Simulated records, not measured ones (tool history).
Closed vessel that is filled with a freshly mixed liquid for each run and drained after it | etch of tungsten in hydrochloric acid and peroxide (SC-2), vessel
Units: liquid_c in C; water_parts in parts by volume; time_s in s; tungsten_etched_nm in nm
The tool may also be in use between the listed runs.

| run | hour | liquid_c | water_parts | time_s | tungsten_etched_nm |
|---|---|---|---|---|---|
| 1 | 0.0 | 64.0 | 9 | 65 | 24.841 |
| 2 | 8.3 | 64.0 | 9 | 65 | 24.943 |
| 3 | 9.9 | 65.0 | 9 | 65 | 26.367 |
| 4 | 10.8 | 66.0 | 9 | 65 | 28.313 |
| 5 | 13.4 | 66.0 | 9 | 65 | 28.616 |
| 6 | 22.5 | 59.0 | 9 | 65 | 18.262 |
| 7 | 24.7 | 59.0 | 9 | 65 | 18.421 |
| 8 | 32.6 | 61.0 | 9 | 65 | 20.515 |
| 9 | 33.8 | 62.5 | 9 | 65 | 23.004 |
| 10 | 39.1 | 64.0 | 9 | 65 | 25.750 |
| 11 | 46.6 | 65.0 | 9 | 65 | 27.384 |
| 12 | 52.5 | 66.0 | 9 | 65 | 27.901 |
| 13 | 60.2 | 67.0 | 9 | 65 | 29.938 |
| 14 | 68.3 | 67.5 | 9 | 65 | 31.446 |
| 15 | 71.7 | 68.0 | 9 | 65 | 31.721 |
| 16 | 72.8 | 68.5 | 9 | 65 | 33.043 |

The next listed run, before its measurement:
| 17 | 74.9 | 69.0 | 9 | 65 | ? |

Run 17 gave tungsten_etched_nm 34.299 nm.
